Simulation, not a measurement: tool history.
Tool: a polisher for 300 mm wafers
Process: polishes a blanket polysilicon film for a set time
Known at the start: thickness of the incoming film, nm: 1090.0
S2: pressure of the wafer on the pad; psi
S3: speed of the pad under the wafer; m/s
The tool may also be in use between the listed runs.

{"run": 1, "day": 0.0, "flow of slurry (ml/min)": 260, "S2": 3.2, "S3": 1.28, "polishing time (s)": 23, "film removed (nm)": 238.6}
{"run": 2, "day": 0.192, "flow of slurry (ml/min)": 255, "S2": 2.6, "S3": 1.28, "polishing time (s)": 23, "film removed (nm)": 193.53}
{"run": 3, "day": 0.438, "flow of slurry (ml/min)": 255, "S2": 3.2, "S3": 1.28, "polishing time (s)": 23, "film removed (nm)": 236.4}
{"run": 4, "day": 0.621, "flow of slurry (ml/min)": 250, "S2": 2.6, "S3": 1.28, "polishing time (s)": 23, "film removed (nm)": 196.68}
{"run": 5, "day": 0.862, "flow of slurry (ml/min)": 250, "S2": 2.2, "S3": 1.28, "polishing time (s)": 23, "film removed (nm)": 166.79}
{"run": 6, "day": 0.988, "flow of slurry (ml/min)": 250, "S2": 2.0, "S3": 1.28, "polishing time (s)": 23, "film removed (nm)": 152.9}

Run 7 comes next. What will it give?
{"run": 7, "day": 1.154, "flow of slurry (ml/min)": 250, "S2": 1.9, "S3": 1.28, "polishing time (s)": 23, "film removed (nm)": "?"}

film removed (nm): 145.45
